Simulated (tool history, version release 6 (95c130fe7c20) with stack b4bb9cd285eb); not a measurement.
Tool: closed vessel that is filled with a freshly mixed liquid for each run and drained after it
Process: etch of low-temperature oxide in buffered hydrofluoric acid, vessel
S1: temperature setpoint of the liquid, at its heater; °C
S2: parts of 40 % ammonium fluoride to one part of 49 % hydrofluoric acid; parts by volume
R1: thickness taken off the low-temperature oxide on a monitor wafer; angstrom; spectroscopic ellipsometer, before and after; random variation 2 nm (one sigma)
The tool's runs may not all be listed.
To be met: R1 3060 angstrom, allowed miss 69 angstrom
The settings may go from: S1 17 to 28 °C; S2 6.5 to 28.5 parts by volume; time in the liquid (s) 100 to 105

Run 1, hour 0: S1 20 °C, S2 17.5 parts by volume, time in the liquid (s) 100. Result: R1 1283.6 angstrom.
Run 2, hour 4.1: S1 21 °C, S2 16.5 parts by volume, time in the liquid (s) 100. Result: R1 1446.2 angstrom.
Run 3, hour 5.1: S1 21 °C, S2 16.5 parts by volume, time in the liquid (s) 100. Result: R1 1433.2 angstrom.
Run 4, hour 7.5: S1 21 °C, S2 12 parts by volume, time in the liquid (s) 100. Result: R1 1977.9 angstrom.
Run 5, hour 9.1: S1 22 °C, S2 12 parts by volume, time in the liquid (s) 100. Result: R1 2073.8 angstrom.
Run 6, hour 11.3: S1 20.5 °C, S2 12 parts by volume, time in the liquid (s) 100. Result: R1 1893.9 angstrom.
Run 7, hour 16.3: S1 21.5 °C, S2 12 parts by volume, time in the liquid (s) 100. Result: R1 2025.8 angstrom.
Run 8, hour 20: S1 22.5 °C, S2 12 parts by volume, time in the liquid (s) 100. Result: R1 2159.8 angstrom.
Run 9, hour 24.2: S1 26.5 °C, S2 11.5 parts by volume, time in the liquid (s) 100. Result: R1 2774.8 angstrom.
Run 10, hour 32.2: S1 27.5 °C, S2 11.5 parts by volume, time in the liquid (s) 100. Result: R1 2905.4 angstrom.

5 next moves are on the table. One of them brings every result within its allowed miss. Which?
Run A, hour 40.2: S1 26.5 °C, S2 12 parts by volume, time in the liquid (s) 100. Result: R1 ?.
Run B, hour 40.2: S1 26 °C, S2 10 parts by volume, time in the liquid (s) 105. Result: R1 ?.
Run C, hour 40.2: S1 26.5 °C, S2 11.5 parts by volume, time in the liquid (s) 100. Result: R1 ?.
Run D, hour 40.2: S1 25.5 °C, S2 10 parts by volume, time in the liquid (s) 105. Result: R1 ?.
Run E, hour 40.2: S1 27.5 °C, S2 11 parts by volume, time in the liquid (s) 100. Result: R1 ?.

move      R1
   A  2650.4
   B  3234.8
   C  2762.9
   D  3147.7
   E    3046
A: further off than the last run
B: takes the result that was furthest off past its target
C: further off than the last run
D: takes the result that was furthest off past its target
E: meets every target
The right move is E.
